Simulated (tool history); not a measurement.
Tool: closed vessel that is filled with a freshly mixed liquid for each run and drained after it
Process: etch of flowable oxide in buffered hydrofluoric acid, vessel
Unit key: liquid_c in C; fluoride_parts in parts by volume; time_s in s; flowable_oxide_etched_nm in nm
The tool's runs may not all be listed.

Run 1, day 0.000: liquid_c 22.0 C, fluoride_parts 17 parts by volume, time_s 100 s. Result: flowable_oxide_etched_nm 244.30 nm.
Run 2, day 0.354: liquid_c 21.0 C, fluoride_parts 17 parts by volume, time_s 100 s. Result: flowable_oxide_etched_nm 228.82 nm.
Run 3, day 0.546: liquid_c 20.5 C, fluoride_parts 17 parts by volume, time_s 100 s. Result: flowable_oxide_etched_nm 222.27 nm.
Run 4, day 0.658: liquid_c 20.5 C, fluoride_parts 17 parts by volume, time_s 105 s. Result: flowable_oxide_etched_nm 234.73 nm.
Run 5, day 0.892: liquid_c 20.0 C, fluoride_parts 17 parts by volume, time_s 105 s. Result: flowable_oxide_etched_nm 227.63 nm.
Run 6, day 1.279: liquid_c 20.0 C, fluoride_parts 17 parts by volume, time_s 105 s. Result: flowable_oxide_etched_nm 226.53 nm.

Forecast run 7:
Run 7, day 1.558: liquid_c 19.5 C, fluoride_parts 17 parts by volume, time_s 105 s. Result: flowable_oxide_etched_nm ?.

flowable_oxide_etched_nm: 221.46 nm
